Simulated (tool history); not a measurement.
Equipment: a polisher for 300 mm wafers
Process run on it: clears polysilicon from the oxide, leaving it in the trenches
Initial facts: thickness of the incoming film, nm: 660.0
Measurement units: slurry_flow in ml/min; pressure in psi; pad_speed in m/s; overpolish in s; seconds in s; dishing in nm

run,hour,slurry_flow,pressure,pad_speed,overpolish,seconds,dishing
1,0.0,170,1.7,1.22,9,66.498,53.703
2,2.8,170,1.4,1.22,9,80.910,48.444
3,3.8,170,1.4,1.52,9,64.978,54.797
4,8.0,170,1.5,1.52,10,61.729,59.407
5,12.0,150,1.5,1.52,10,63.358,59.013
6,20.3,150,1.5,1.52,9,63.148,55.555
7,22.8,155,1.6,1.52,10,59.293,60.424
8,31.8,160,1.7,1.52,10,53.676,61.466

Expected results for the next run?
# hour 38.1: head pressure recalibrated
9,38.1,160,1.8,1.54,11,?,?

{"run 9": {"seconds": 49.928, "dishing": 71.301}}

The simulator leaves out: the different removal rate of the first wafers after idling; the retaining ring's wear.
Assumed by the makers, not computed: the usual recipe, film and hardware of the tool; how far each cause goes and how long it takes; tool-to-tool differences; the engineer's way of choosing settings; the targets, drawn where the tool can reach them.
